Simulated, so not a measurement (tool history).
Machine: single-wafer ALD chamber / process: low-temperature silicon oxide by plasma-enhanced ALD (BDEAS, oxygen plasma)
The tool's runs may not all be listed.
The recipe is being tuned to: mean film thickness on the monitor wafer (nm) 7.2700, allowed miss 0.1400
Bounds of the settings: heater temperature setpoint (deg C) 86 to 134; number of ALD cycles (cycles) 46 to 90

| run | day | heater temperature setpoint (deg C) | number of ALD cycles (cycles) | mean film thickness on the monitor wafer (nm) |
|---|---|---|---|---|
| 1 | 0.000 | 110 | 68 | 9.1530 |
| 2 | 0.071 | 111 | 66 | 8.9323 |
| 3 | 0.167 | 101 | 66 | 9.1348 |
| 4 | 0.262 | 103 | 64 | 8.8441 |
| 5 | 0.429 | 103 | 72 | 9.9328 |
| 6 | 0.712 | 112 | 72 | 9.7114 |
| 7 | 0.879 | 113 | 69 | 9.2857 |
| 8 | 1.000 | 113 | 69 | 9.1737 |
| 9 | 1.133 | 115 | 67 | 8.9349 |
| 10 | 1.188 | 116 | 65 | 8.6945 |
| 11 | 1.217 | 117 | 63 | 8.4474 |
| 12 | 1.558 | 118 | 62 | 8.2584 |
| 13 | 1.867 | 119 | 61 | 8.0919 |
| 14 | 1.912 | 124 | 53 | 6.9001 |
| 15 | 1.992 | 123 | 53 | 6.9367 |
| 16 | 2.275 | 122 | 53 | 7.0150 |
| 17 | 2.408 | 121 | 53 | 7.0139 |
| 18 | 2.696 | 121 | 53 | 6.9919 |
| 19 | 3.054 | 121 | 53 | 6.9886 |
| 20 | 3.133 | 118 | 56 | 7.4478 |

Below are 5 possible settings for the next run. Only one of them brings all results inside the allowed miss of their targets. Which is it?
| A | 3.212 | 115 | 54 | ? |
| B | 3.212 | 119 | 57 | ? |
| C | 3.212 | 115 | 57 | ? |
| D | 3.212 | 123 | 58 | ? |
| E | 3.212 | 127 | 60 | ? |

| move | mean film thickness on the monitor wafer (nm) |
|---|---|
| A | 7.2487 |
| B | 7.5866 |
| C | 7.6514 |
| D | 7.6538 |
| E | 7.8494 |
A: each result inside its tolerance
B: its largest miss is bigger than the last run's
C: its largest miss is bigger than the last run's
D: its largest miss is bigger than the last run's
E: its largest miss is bigger than the last run's
Correct choice: A, which meets every target

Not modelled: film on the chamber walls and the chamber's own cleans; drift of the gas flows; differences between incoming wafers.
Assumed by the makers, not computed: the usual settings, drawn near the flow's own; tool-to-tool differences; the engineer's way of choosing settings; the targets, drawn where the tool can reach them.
